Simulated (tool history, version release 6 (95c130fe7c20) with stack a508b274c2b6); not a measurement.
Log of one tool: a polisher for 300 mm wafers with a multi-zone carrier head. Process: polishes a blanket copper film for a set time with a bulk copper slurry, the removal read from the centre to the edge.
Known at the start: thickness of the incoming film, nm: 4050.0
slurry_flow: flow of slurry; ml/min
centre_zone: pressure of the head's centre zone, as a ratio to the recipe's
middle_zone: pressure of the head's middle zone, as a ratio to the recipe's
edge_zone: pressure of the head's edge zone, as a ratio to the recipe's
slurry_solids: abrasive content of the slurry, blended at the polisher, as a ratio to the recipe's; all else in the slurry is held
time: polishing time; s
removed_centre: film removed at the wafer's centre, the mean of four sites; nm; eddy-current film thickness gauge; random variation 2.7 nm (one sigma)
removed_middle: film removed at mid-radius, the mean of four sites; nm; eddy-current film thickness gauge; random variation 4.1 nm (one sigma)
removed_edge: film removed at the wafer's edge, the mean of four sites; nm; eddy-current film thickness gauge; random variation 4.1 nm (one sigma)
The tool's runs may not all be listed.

Run 1, hour 0: slurry_flow 145 ml/min, centre_zone 1, middle_zone 1, edge_zone 1, slurry_solids 1, time 50 s. Result: removed_centre 369.4 nm, removed_middle 361.73 nm, removed_edge 383.92 nm.
Run 2, hour 2: slurry_flow 155 ml/min, centre_zone 1, middle_zone 1.03, edge_zone 1.02, slurry_solids 1, time 50 s. Result: removed_centre 370.14 nm, removed_middle 378.9 nm, removed_edge 386.22 nm.
Run 3, hour 7.9: slurry_flow 155 ml/min, centre_zone 1, middle_zone 1.03, edge_zone 1.02, slurry_solids 1.1, time 50 s. Result: removed_centre 376.63 nm, removed_middle 382.44 nm, removed_edge 397.44 nm.
Run 4, hour 13.8: slurry_flow 165 ml/min, centre_zone 1, middle_zone 1.05, edge_zone 1.03, slurry_solids 1.15, time 50 s. Result: removed_centre 383.48 nm, removed_middle 400.38 nm, removed_edge 406.25 nm.
At hour 19.6: edge zone pressure recalibrated.
Run 5, hour 19.6: slurry_flow 195 ml/min, centre_zone 1, middle_zone 1.05, edge_zone 1.03, slurry_solids 1.15, time 50 s. Result: removed_centre 395.77 nm, removed_middle 406.83 nm, removed_edge 391.93 nm.
Run 6, hour 23.8: slurry_flow 195 ml/min, centre_zone 1, middle_zone 1.05, edge_zone 1.03, slurry_solids 1.05, time 50 s. Result: removed_centre 395.28 nm, removed_middle 403.06 nm, removed_edge 388.18 nm.

Forecast run 7:
Run 7, hour 32: slurry_flow 195 ml/min, centre_zone 1, middle_zone 1.07, edge_zone 1.05, slurry_solids 1.1, time 50 s. Result: removed_centre ?, removed_middle ?, removed_edge ?.

removed_centre: 389.94 nm
removed_middle: 408.06 nm
removed_edge: 393.35 nm
